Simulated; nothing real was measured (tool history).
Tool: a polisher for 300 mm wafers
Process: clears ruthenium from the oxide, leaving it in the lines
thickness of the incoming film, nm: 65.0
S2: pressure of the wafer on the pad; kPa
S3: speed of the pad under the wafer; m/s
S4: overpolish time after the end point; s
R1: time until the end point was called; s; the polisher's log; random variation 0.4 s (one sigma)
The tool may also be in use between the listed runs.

Run 1, hour 0: flow of slurry (ml/min) 260, S2 9 kPa, S3 1.26 m/s, S4 5 s. Result: R1 61.186 s.
Run 2, hour 4.8: flow of slurry (ml/min) 230, S2 9 kPa, S3 1.26 m/s, S4 5 s. Result: R1 61.821 s.
Run 3, hour 8.4: flow of slurry (ml/min) 230, S2 9.7 kPa, S3 1.26 m/s, S4 5 s. Result: R1 57.231 s.
Run 4, hour 17.2: flow of slurry (ml/min) 230, S2 10.3 kPa, S3 1.26 m/s, S4 5 s. Result: R1 54.234 s.
Run 5, hour 24.5: flow of slurry (ml/min) 230, S2 10.3 kPa, S3 1.26 m/s, S4 5 s. Result: R1 55.527 s.
Run 6, hour 26.4: flow of slurry (ml/min) 230, S2 10.3 kPa, S3 0.96 m/s, S4 5 s. Result: R1 68.332 s.
Run 7, hour 31.3: flow of slurry (ml/min) 230, S2 11 kPa, S3 1 m/s, S4 5 s. Result: R1 65.153 s.
Run 8, hour 40: flow of slurry (ml/min) 230, S2 11.7 kPa, S3 1.06 m/s, S4 5 s. Result: R1 55.996 s.

Forecast run 9:
Run 9, hour 45.9: flow of slurry (ml/min) 230, S2 12.4 kPa, S3 1.1 m/s, S4 5 s. Result: R1 ?.

Run 9 gave R1 53.1 s.
